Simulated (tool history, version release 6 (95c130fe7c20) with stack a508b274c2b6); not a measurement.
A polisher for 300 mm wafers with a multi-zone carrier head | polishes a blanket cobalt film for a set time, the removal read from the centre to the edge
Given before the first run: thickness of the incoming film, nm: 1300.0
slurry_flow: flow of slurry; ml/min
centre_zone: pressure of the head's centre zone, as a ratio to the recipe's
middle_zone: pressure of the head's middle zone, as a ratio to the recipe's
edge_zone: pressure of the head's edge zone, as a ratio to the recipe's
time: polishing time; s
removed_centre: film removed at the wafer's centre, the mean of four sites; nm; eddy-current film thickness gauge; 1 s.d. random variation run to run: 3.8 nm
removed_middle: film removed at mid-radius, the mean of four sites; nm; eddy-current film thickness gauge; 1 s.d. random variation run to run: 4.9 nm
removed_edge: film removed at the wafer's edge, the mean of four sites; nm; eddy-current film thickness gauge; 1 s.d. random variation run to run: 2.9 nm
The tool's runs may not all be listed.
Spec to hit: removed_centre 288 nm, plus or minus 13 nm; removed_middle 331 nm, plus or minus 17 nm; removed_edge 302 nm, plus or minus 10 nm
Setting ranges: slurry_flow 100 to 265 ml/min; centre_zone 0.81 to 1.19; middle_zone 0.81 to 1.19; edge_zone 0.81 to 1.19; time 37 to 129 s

run	hour	slurry_flow	centre_zone	middle_zone	edge_zone	time	removed_centre	removed_middle	removed_edge
1	0	170	1	1	1	83	370.75	366.99	367.63
2	2.5	135	1	1	1	83	348.01	354.4	354.03
3	7.7	135	1	1	0.94	83	344.36	350.64	348.77
4	16.4	135	0.95	1	0.94	83	337.16	337.81	342.23
5	22.1	135	0.95	0.96	0.94	83	332.36	333.52	341.65
6	25.6	135	0.95	1.01	0.94	83	329.5	347.93	343.22
7	28.6	135	0.94	1.03	0.91	80	320.93	328.96	320.85
8	32	125	0.92	1.07	0.92	80	304.37	337.98	323.68
9	39.8	120	0.91	1.09	0.9	79	289.94	344.86	315

Which one of the following 4 next-run settings gets every result inside its allowed miss? There is exactly one.
A	47.6	115	0.93	1.08	0.88	77	?	?	?
B	47.6	125	0.9	0.99	0.97	83	?	?	?
C	47.6	125	0.84	0.94	0.9	83	?	?	?
D	47.6	125	0.87	1.18	0.93	80	?	?	?

move	removed_centre	removed_middle	removed_edge
A	284.73	324.15	298.36
B	304.84	332.25	340.93
C	284.25	318.24	330.53
D	284.32	372.13	321.94
A: meets every target
B: moves away from the targets compared with the last run
C: moves away from the targets compared with the last run
D: moves away from the targets compared with the last run
Correct choice: A, which meets every target
